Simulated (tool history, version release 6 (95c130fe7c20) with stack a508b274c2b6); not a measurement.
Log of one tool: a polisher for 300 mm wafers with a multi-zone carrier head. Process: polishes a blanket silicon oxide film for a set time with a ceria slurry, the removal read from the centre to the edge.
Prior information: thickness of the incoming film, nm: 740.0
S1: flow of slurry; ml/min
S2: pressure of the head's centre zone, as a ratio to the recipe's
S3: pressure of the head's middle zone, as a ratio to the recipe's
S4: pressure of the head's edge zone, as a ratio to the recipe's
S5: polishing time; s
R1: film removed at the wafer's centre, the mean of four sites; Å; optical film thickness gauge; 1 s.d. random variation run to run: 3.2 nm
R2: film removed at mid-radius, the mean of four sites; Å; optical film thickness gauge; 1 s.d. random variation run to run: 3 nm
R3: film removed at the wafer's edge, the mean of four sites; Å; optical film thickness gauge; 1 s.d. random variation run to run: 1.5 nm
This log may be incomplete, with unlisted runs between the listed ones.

run  hour   S1    S2    S3    S4  S5      R1      R2      R3
  1     0  190     1     1     1  44  1758.1  1745.7  1701.7
  2   6.5  190     1     1  1.05  44  1756.1  1740.9  1736.6
  3  10.7  190  1.08     1  1.05  44  1869.9  1780.8    1742
  4  12.1  215  1.08     1  1.05  44  1908.2  1827.9  1756.5
  5  12.9  215  1.02     1  1.05  44  1795.1  1834.6  1785.6
  6  18.2  215  1.07  0.97  1.06  48  2090.5  1963.3  1934.3
     23.2  -- edge zone pressure recalibrated
  7  23.2  220   1.1  0.94  1.09  50  2213.1    1911  2138.8

Expected results for the next run?
  8  28.4  230  1.13  0.94  1.08  51   ?   ?   ?

R1: 2339.2 Å
R2: 1955.4 Å
R3: 2163.7 Å
